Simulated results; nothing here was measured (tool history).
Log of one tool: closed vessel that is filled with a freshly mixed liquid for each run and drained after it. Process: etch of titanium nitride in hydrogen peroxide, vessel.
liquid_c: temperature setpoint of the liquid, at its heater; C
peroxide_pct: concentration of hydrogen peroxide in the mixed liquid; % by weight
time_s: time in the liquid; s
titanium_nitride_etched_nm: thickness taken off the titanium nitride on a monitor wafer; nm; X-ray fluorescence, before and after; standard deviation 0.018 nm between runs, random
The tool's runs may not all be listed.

Run 1, hour 0: liquid_c 57 C, peroxide_pct 16.5 % by weight, time_s 45 s. Result: titanium_nitride_etched_nm 6.1206 nm.
Run 2, hour 2.7: liquid_c 60 C, peroxide_pct 16.5 % by weight, time_s 45 s. Result: titanium_nitride_etched_nm 7.4803 nm.
Run 3, hour 8.1: liquid_c 59 C, peroxide_pct 16.5 % by weight, time_s 45 s. Result: titanium_nitride_etched_nm 7.0267 nm.
Run 4, hour 11.5: liquid_c 59 C, peroxide_pct 16.5 % by weight, time_s 30 s. Result: titanium_nitride_etched_nm 4.6741 nm.
Run 5, hour 20.6: liquid_c 59 C, peroxide_pct 13 % by weight, time_s 30 s. Result: titanium_nitride_etched_nm 4.4666 nm.
Run 6, hour 26.3: liquid_c 59 C, peroxide_pct 13 % by weight, time_s 45 s. Result: titanium_nitride_etched_nm 6.648 nm.
Run 7, hour 31.4: liquid_c 58.5 C, peroxide_pct 13 % by weight, time_s 45 s. Result: titanium_nitride_etched_nm 6.4147 nm.
Run 8, hour 35.2: liquid_c 58 C, peroxide_pct 13 % by weight, time_s 45 s. Result: titanium_nitride_etched_nm 6.2392 nm.

Run 9 is up next; what results do you expect?
Run 9, hour 37.3: liquid_c 57.5 C, peroxide_pct 13 % by weight, time_s 45 s. Result: titanium_nitride_etched_nm ?.

Run 9 came out at titanium_nitride_etched_nm 5.9777 nm.

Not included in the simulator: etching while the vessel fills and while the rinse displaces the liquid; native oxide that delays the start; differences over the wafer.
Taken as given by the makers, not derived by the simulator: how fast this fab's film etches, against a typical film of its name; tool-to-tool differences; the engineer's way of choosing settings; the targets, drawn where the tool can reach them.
